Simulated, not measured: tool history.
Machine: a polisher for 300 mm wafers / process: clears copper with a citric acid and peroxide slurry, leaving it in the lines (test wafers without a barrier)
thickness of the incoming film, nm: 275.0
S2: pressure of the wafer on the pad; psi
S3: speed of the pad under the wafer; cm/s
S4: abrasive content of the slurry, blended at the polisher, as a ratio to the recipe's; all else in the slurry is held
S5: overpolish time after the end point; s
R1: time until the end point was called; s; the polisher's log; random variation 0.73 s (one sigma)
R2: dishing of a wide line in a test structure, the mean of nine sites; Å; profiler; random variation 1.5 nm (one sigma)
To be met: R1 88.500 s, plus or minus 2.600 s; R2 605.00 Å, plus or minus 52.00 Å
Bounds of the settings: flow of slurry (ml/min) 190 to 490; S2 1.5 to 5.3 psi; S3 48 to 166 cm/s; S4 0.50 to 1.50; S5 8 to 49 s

{"run": 1, "hour": 0.0, "flow of slurry (ml/min)": 315, "S2": 3.4, "S3": 106, "S4": 1.0, "S5": 25, "R1": 105.76, "R2": 386.1}
{"run": 2, "hour": 5.0, "flow of slurry (ml/min)": 315, "S2": 3.6, "S3": 106, "S4": 1.0, "S5": 28, "R1": 100.22, "R2": 457.98}
{"run": 3, "hour": 12.8, "flow of slurry (ml/min)": 270, "S2": 3.6, "S3": 106, "S4": 1.0, "S5": 28, "R1": 99.893, "R2": 461.01}
{"run": 4, "hour": 17.4, "flow of slurry (ml/min)": 270, "S2": 3.7, "S3": 106, "S4": 1.0, "S5": 29, "R1": 97.86, "R2": 470.69}
{"run": 5, "hour": 22.2, "flow of slurry (ml/min)": 270, "S2": 3.7, "S3": 106, "S4": 1.0, "S5": 34, "R1": 96.681, "R2": 531.15}
{"run": 6, "hour": 27.1, "flow of slurry (ml/min)": 270, "S2": 3.2, "S3": 106, "S4": 1.0, "S5": 34, "R1": 110.76, "R2": 471.15}
{"run": 7, "hour": 32.8, "flow of slurry (ml/min)": 270, "S2": 3.5, "S3": 106, "S4": 1.0, "S5": 34, "R1": 103.34, "R2": 500.26}
{"run": 8, "hour": 34.6, "flow of slurry (ml/min)": 270, "S2": 3.7, "S3": 106, "S4": 1.0, "S5": 35, "R1": 97.584, "R2": 520.58}
{"run": 9, "hour": 36.2, "flow of slurry (ml/min)": 270, "S2": 3.8, "S3": 106, "S4": 1.0, "S5": 36, "R1": 95.18, "R2": 574.22}
{"run": 10, "hour": 39.2, "flow of slurry (ml/min)": 270, "S2": 3.9, "S3": 106, "S4": 1.0, "S5": 36, "R1": 92.835, "R2": 555.84}

Exactly one of the 5 candidate moves below puts every result within its allowed miss. Which one?
{"run": "A", "hour": 42.2, "flow of slurry (ml/min)": 375, "S2": 3.6, "S3": 124, "S4": 0.75, "S5": 38, "R1": "?", "R2": "?"}
{"run": "B", "hour": 42.2, "flow of slurry (ml/min)": 205, "S2": 4.0, "S3": 100, "S4": 1.0, "S5": 33, "R1": "?", "R2": "?"}
{"run": "C", "hour": 42.2, "flow of slurry (ml/min)": 300, "S2": 2.8, "S3": 134, "S4": 1.0, "S5": 45, "R1": "?", "R2": "?"}
{"run": "D", "hour": 42.2, "flow of slurry (ml/min)": 315, "S2": 3.4, "S3": 118, "S4": 0.9, "S5": 46, "R1": "?", "R2": "?"}
{"run": "E", "hour": 42.2, "flow of slurry (ml/min)": 245, "S2": 3.9, "S3": 102, "S4": 1.05, "S5": 44, "R1": "?", "R2": "?"}

move=A R1=88.412 R2=624.56
move=B R1=98.543 R2=528.12
move=C R1=97.189 R2=637.65
move=D R1=94.954 R2=671.52
move=E R1=95.934 R2=657.97
A: all results land within tolerance of their targets
B: misses by more than the last run did
C: misses by more than the last run did
D: misses by more than the last run did
E: misses by more than the last run did
The right move is A.

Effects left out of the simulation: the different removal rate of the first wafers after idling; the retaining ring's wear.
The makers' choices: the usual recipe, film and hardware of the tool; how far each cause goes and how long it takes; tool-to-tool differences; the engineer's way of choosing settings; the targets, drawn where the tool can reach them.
